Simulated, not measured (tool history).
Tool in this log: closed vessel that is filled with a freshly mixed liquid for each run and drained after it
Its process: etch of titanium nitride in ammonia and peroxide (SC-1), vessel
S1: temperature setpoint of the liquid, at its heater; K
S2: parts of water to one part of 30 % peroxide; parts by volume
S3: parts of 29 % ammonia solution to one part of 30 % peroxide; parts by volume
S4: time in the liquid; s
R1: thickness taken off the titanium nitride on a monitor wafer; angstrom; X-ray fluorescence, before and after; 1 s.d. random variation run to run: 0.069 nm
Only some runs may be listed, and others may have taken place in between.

{"run": 1, "hour": 0.0, "S1": 326.15, "S2": 18.5, "S3": 0.9, "S4": 655, "R1": 265.37}
{"run": 2, "hour": 2.4, "S1": 326.15, "S2": 13.5, "S3": 0.9, "S4": 655, "R1": 317.44}
{"run": 3, "hour": 9.9, "S1": 326.15, "S2": 13.5, "S3": 0.9, "S4": 710, "R1": 338.44}
{"run": 4, "hour": 10.9, "S1": 326.15, "S2": 9.5, "S3": 0.9, "S4": 710, "R1": 404.29}
{"hour": 20.2, "done": "thermometer replaced"}
{"run": 5, "hour": 20.2, "S1": 326.15, "S2": 9.5, "S3": 0.7, "S4": 710, "R1": 442.92}
{"run": 6, "hour": 26.5, "S1": 322.15, "S2": 11.5, "S3": 0.7, "S4": 710, "R1": 305.44}
{"run": 7, "hour": 34.3, "S1": 322.15, "S2": 11.5, "S3": 0.7, "S4": 710, "R1": 304.54}
{"run": 8, "hour": 35.8, "S1": 319.15, "S2": 13, "S3": 0.7, "S4": 710, "R1": 233.69}
{"run": 9, "hour": 39.2, "S1": 317.15, "S2": 14, "S3": 0.7, "S4": 710, "R1": 191.16}
{"run": 10, "hour": 42.9, "S1": 315.65, "S2": 14.5, "S3": 0.7, "S4": 710, "R1": 170.56}
{"run": 11, "hour": 48.7, "S1": 314.15, "S2": 15, "S3": 0.7, "S4": 710, "R1": 147.62}
{"run": 12, "hour": 50.7, "S1": 313.15, "S2": 15, "S3": 0.7, "S4": 710, "R1": 138.47}

Estimate the outcome of run 13 from the log above:
{"run": 13, "hour": 57.0, "S1": 312.65, "S2": 15, "S3": 0.7, "S4": 710, "R1": "?"}

R1: 133.31 angstrom
